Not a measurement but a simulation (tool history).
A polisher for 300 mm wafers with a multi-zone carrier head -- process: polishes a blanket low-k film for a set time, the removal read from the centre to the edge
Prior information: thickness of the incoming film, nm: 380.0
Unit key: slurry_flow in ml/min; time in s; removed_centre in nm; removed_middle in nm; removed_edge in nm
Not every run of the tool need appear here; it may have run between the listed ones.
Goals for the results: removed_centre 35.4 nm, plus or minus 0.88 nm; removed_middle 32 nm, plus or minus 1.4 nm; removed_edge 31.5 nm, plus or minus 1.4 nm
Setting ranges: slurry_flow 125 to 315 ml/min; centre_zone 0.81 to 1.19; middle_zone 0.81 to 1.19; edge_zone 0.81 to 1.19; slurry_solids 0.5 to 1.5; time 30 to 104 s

{"run": 1, "hour": 0.0, "slurry_flow": 205, "centre_zone": 1, "middle_zone": 1, "edge_zone": 1, "slurry_solids": 1, "time": 67, "removed_centre": 27.919, "removed_middle": 26.265, "removed_edge": 27.84}
{"run": 2, "hour": 8.5, "slurry_flow": 205, "centre_zone": 1, "middle_zone": 1.04, "edge_zone": 1, "slurry_solids": 1, "time": 67, "removed_centre": 27.571, "removed_middle": 27.959, "removed_edge": 27.09}
{"run": 3, "hour": 9.3, "slurry_flow": 215, "centre_zone": 1.02, "middle_zone": 1.04, "edge_zone": 1.02, "slurry_solids": 1.05, "time": 67, "removed_centre": 28.397, "removed_middle": 28.466, "removed_edge": 28.304}
{"run": 4, "hour": 15.0, "slurry_flow": 215, "centre_zone": 1.02, "middle_zone": 1.04, "edge_zone": 1.05, "slurry_solids": 1.05, "time": 67, "removed_centre": 28.197, "removed_middle": 28.391, "removed_edge": 28.382}
{"run": 5, "hour": 21.0, "slurry_flow": 220, "centre_zone": 1.05, "middle_zone": 1.04, "edge_zone": 1.05, "slurry_solids": 1.1, "time": 67, "removed_centre": 29.724, "removed_middle": 29.171, "removed_edge": 28.872}
{"run": 6, "hour": 29.1, "slurry_flow": 225, "centre_zone": 1.07, "middle_zone": 1.04, "edge_zone": 1.05, "slurry_solids": 1.15, "time": 67, "removed_centre": 30.845, "removed_middle": 29.264, "removed_edge": 29.231}
{"run": 7, "hour": 37.5, "slurry_flow": 230, "centre_zone": 1.08, "middle_zone": 1.04, "edge_zone": 1.05, "slurry_solids": 1.2, "time": 67, "removed_centre": 30.978, "removed_middle": 29.002, "removed_edge": 29.91}
{"run": 8, "hour": 44.3, "slurry_flow": 230, "centre_zone": 1.1, "middle_zone": 1.05, "edge_zone": 1.05, "slurry_solids": 1.25, "time": 67, "removed_centre": 31.756, "removed_middle": 29.6, "removed_edge": 30.034}
{"run": 9, "hour": 47.9, "slurry_flow": 235, "centre_zone": 1.12, "middle_zone": 1.06, "edge_zone": 1.05, "slurry_solids": 1.25, "time": 67, "removed_centre": 32.719, "removed_middle": 30.86, "removed_edge": 30.38}
{"run": 10, "hour": 49.9, "slurry_flow": 240, "centre_zone": 1.13, "middle_zone": 1.06, "edge_zone": 1.05, "slurry_solids": 1.25, "time": 67, "removed_centre": 32.804, "removed_middle": 30.372, "removed_edge": 30.238}
{"run": 11, "hour": 53.8, "slurry_flow": 240, "centre_zone": 1.14, "middle_zone": 1.06, "edge_zone": 1.05, "slurry_solids": 1.25, "time": 67, "removed_centre": 32.783, "removed_middle": 29.779, "removed_edge": 30.479}
{"run": 12, "hour": 57.7, "slurry_flow": 240, "centre_zone": 1.15, "middle_zone": 1.07, "edge_zone": 1.04, "slurry_solids": 1.3, "time": 67, "removed_centre": 33.962, "removed_middle": 31.712, "removed_edge": 30.7}
{"run": 13, "hour": 59.6, "slurry_flow": 265, "centre_zone": 1.17, "middle_zone": 1.06, "edge_zone": 1.06, "slurry_solids": 1.3, "time": 67, "removed_centre": 34.547, "removed_middle": 30.493, "removed_edge": 30.287}
{"run": 14, "hour": 60.7, "slurry_flow": 265, "centre_zone": 1.17, "middle_zone": 1.06, "edge_zone": 1.06, "slurry_solids": 1.3, "time": 67, "removed_centre": 34.308, "removed_middle": 30.91, "removed_edge": 31.023}

4 candidate next runs follow, results not yet known. Just one meets every target within its allowed miss. Identify it.
{"run": "A", "hour": 61.8, "slurry_flow": 260, "centre_zone": 1.19, "middle_zone": 1.07, "edge_zone": 1.07, "slurry_solids": 1.5, "time": 66, "removed_centre": "?", "removed_middle": "?", "removed_edge": "?"}
{"run": "B", "hour": 61.8, "slurry_flow": 250, "centre_zone": 1.1, "middle_zone": 1.09, "edge_zone": 1.11, "slurry_solids": 1.4, "time": 66, "removed_centre": "?", "removed_middle": "?", "removed_edge": "?"}
{"run": "C", "hour": 61.8, "slurry_flow": 275, "centre_zone": 1.13, "middle_zone": 1.06, "edge_zone": 1.09, "slurry_solids": 1.3, "time": 65, "removed_centre": "?", "removed_middle": "?", "removed_edge": "?"}
{"run": "D", "hour": 61.8, "slurry_flow": 310, "centre_zone": 1.15, "middle_zone": 0.95, "edge_zone": 1.07, "slurry_solids": 1.45, "time": 63, "removed_centre": "?", "removed_middle": "?", "removed_edge": "?"}

move=A removed_centre=35.821 removed_middle=31.689 removed_edge=31.896
move=B removed_centre=32.872 removed_middle=31.481 removed_edge=31.785
move=C removed_centre=32.748 removed_middle=29.948 removed_edge=30.625
move=D removed_centre=33.542 removed_middle=27.561 removed_edge=30.596
A: all results land within tolerance of their targets
B: further off than the last run
C: further off than the last run
D: further off than the last run
The right move is A.
